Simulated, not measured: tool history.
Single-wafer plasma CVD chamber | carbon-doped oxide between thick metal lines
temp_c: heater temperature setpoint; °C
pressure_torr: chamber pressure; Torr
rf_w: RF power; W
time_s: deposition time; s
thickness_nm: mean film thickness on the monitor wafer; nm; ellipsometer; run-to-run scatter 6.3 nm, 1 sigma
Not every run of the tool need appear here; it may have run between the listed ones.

run  hour  temp_c  pressure_torr  rf_w  time_s  thickness_nm
  1     0     340           5.34   530     303        1651.1
  2   2.3     338           5.54   545     303        1719.9
  3   5.9     336           5.75   550     303        1753.9
  4  13.1     346           5.75   550     303        1704.9
  5  20.6     344           5.95   555     303        1739.7
  6  25.5     342           6.13   560     303        1776.2
  7  31.7     340           6.29   565     303        1790.4
  8  37.7     340           6.29   565     303        1787.8
  9  39.6     339           6.43   575     303        1833.4
 10  46.9     338           6.55   580     303        1848.1

What will run 11 give?
 11  52.9     326           7.48   640     304             ?

Run 11 measured thickness_nm 2107.6 nm.
